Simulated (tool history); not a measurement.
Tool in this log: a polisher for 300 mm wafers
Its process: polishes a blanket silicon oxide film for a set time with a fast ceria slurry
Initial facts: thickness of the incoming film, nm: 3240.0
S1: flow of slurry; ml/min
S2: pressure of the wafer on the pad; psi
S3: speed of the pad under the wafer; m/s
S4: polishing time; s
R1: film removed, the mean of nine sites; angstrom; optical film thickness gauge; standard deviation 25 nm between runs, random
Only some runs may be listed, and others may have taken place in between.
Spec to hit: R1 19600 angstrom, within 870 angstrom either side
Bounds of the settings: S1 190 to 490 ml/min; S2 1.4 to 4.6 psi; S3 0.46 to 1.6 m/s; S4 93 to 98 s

run,hour,S1,S2,S3,S4,R1
1,0,315,3,1.02,93,13673
2,9,315,3.2,1.02,93,14265
3,11.4,315,3.4,1.02,93,15031
4,19.1,315,3.4,0.78,93,13112
5,24.9,315,3.7,0.8,93,13993
6,25.6,350,3.7,0.8,93,14240
7,26.7,350,3.9,0.82,93,15360
8,27.8,350,4.1,0.84,93,16011

Exactly one of the 5 candidate moves below puts every result within its allowed miss. Which one?
A,28.9,330,3,0.78,93,?
B,28.9,340,4.3,0.84,98,?
C,28.9,295,4.4,0.96,98,?
D,28.9,355,3.7,0.72,93,?
E,28.9,370,3.7,0.7,94,?

move,R1
A,12030
B,18248
C,19895
D,13965
E,13953
A: its largest miss is bigger than the last run's
B: nearer the targets than the last run, but a result is still out of spec
C: in spec on every target
D: its largest miss is bigger than the last run's
E: its largest miss is bigger than the last run's
The move that meets every target is C.
